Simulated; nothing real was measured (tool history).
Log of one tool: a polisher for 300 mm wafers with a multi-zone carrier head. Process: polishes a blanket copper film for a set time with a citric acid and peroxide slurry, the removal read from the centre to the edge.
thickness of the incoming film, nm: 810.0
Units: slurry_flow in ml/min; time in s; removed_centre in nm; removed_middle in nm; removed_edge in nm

run	day	slurry_flow	centre_zone	middle_zone	edge_zone	slurry_solids	time	removed_centre	removed_middle	removed_edge
1	0	230	1	1	1	1	36	68.894	69.515	65.733
2	0.342	285	1	1	1	1	36	71.044	71.465	68.869
3	0.621	280	0.98	0.98	1	0.95	34	62.96	64.478	64.404
4	0.679	280	0.98	0.98	1	1.05	34	64.739	65.382	64.674
5	0.996	275	0.97	0.96	0.98	1	32	62.158	59.847	59.857
6	1.354	270	0.95	0.95	0.98	0.95	30	54.395	56.238	56.377
# day 1.442: edge zone pressure recalibrated
7	1.442	270	0.95	0.94	0.98	0.9	28	50.644	51.124	53.393
8	1.625	265	0.94	0.93	0.96	0.85	27	47.122	47.785	50.546
9	1.721	260	0.93	0.93	0.94	0.8	26	44.905	45.551	46.536
10	1.996	255	0.92	0.92	0.93	0.75	25	42.917	42.419	43.146
11	2.225	215	0.82	0.89	1.03	0.5	19	27.18	29.435	32.283
12	2.554	225	0.83	0.89	1.04	0.5	19	27.772	29.301	32.561
13	2.875	245	0.87	0.95	1.11	0.75	20	32.497	35.42	37.432
14	3.017	240	0.87	0.94	1.11	0.75	20	31.807	35.331	37.703
15	3.362	235	0.87	0.94	1.11	0.75	20	31.871	34.456	36.809

Run 16 comes next. What will it give?
16	3.554	230	0.87	0.94	1.11	0.75	20	?	?	?

removed_centre: 31.919 nm
removed_middle: 35.202 nm
removed_edge: 37.589 nm
